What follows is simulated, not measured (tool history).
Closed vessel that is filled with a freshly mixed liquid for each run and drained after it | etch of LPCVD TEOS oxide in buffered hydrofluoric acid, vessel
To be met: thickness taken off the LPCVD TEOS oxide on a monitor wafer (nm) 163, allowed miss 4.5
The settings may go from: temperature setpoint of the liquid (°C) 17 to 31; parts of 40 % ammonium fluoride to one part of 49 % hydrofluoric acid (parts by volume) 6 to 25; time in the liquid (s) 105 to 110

run  hour  temperature setpoint of the liquid (°C)  parts of 40 % ammonium fluoride to one part of 49 % hydrofluoric acid (parts by volume)  time in the liquid (s)  thickness taken off the LPCVD TEOS oxide on a monitor wafer (nm)
  1     0                                       23                                                                                     15.5                     105                                                            287.12
  2   2.1                                     21.5                                                                                     16.5                     105                                                            249.29
  3   8.8                                     21.5                                                                                     16.5                     105                                                            249.44
  4  14.1                                     21.5                                                                                     16.5                     110                                                            261.56
  5  17.4                                     21.5                                                                                     13.5                     110                                                            319.15
  6  18.2                                     21.5                                                                                     15.5                     110                                                            278.89
  7  25.9                                     20.5                                                                                     16.5                     110                                                            246.31
  8  30.1                                     19.5                                                                                     17.5                     110                                                            219.14
  9  35.2                                       19                                                                                       18                     110                                                            207.22
 10  37.8                                     18.5                                                                                     18.5                     110                                                            196.61
 11  39.8                                       18                                                                                       19                     110                                                            186.98
     41.8  -- hydrofluoric acid flow meter replaced
 12  41.8                                     17.5                                                                                     19.5                     110                                                            187.29

Which of these 5 next moves meets every target?
  A  43.8                                       17                                                                                     15.5                     105                                                                 ?
  B  43.8                                       17                                                                                     19.5                     105                                                                 ?
  C  43.8                                     17.5                                                                                       18                     110                                                                 ?
  D  43.8                                       17                                                                                     20.5                     110                                                                 ?
  E  43.8                                       17                                                                                       21                     105                                                                 ?

move  thickness taken off the LPCVD TEOS oxide on a monitor wafer (nm)
   A                                                            218.31
   B                                                            174.04
   C                                                            203.06
   D                                                            174.81
   E                                                            164.11
A: further off than the last run
B: nearer than the last run, and not there yet
C: further off than the last run
D: nearer than the last run, and not there yet
E: meets every target
Answer: E
